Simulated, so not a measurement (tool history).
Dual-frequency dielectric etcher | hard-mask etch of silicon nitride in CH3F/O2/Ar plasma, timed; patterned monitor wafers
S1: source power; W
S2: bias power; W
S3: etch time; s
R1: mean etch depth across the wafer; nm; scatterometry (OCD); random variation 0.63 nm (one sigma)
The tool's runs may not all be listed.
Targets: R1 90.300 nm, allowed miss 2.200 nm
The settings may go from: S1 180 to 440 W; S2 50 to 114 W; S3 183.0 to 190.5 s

run,hour,S1,S2,S3,R1
1,0.0,310,82,183.0,114.480
2,2.0,270,82,183.0,106.060
3,9.6,270,88,183.0,111.670
4,15.2,270,83,183.0,107.170
5,21.6,300,83,183.0,111.260
6,29.0,300,83,183.0,109.960
7,37.8,290,81,183.0,110.500
8,44.9,280,79,183.0,105.950
9,52.6,270,78,183.0,103.450
10,59.2,270,78,183.0,103.360
11,61.2,260,78,183.0,101.870
12,65.4,260,78,183.0,100.430
13,70.0,250,78,183.0,99.342
14,77.0,190,70,183.0,82.827
15,83.0,200,70,183.0,84.089

5 next moves are on the table. One of them brings every result within its allowed miss. Which?
A,89.0,190,63,189.0,?
B,89.0,240,68,185.0,?
C,89.0,200,69,188.0,?
D,89.0,200,72,184.0,?
E,89.0,200,68,183.0,?

move,R1
A,79.064
B,90.449
C,85.435
D,85.884
E,82.394
A: further off than the last run
B: meets every target
C: nearer than the last run, and not there yet
D: nearer than the last run, and not there yet
E: further off than the last run
Answer: B
